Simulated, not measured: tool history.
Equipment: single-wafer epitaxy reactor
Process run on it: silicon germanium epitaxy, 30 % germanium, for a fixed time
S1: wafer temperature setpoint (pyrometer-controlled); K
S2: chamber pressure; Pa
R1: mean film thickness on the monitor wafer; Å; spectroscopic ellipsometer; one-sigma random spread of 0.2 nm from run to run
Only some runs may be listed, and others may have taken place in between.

run  hour      S1    S2      R1
  1     0  873.15  2786     575
  2   2.1  869.15  2773   537.6
  3   5.9  860.15  2773  457.45
  4  11.1  870.15  2773  547.42
  5  13.4  870.15  3240  571.93
  6  19.9  866.15  3226  528.04
  7  23.4  863.15  3213  505.79

Run 8 has not been measured yet. What should we expect?
  8  25.4  861.15  3213   ?

R1: 483.57 Å
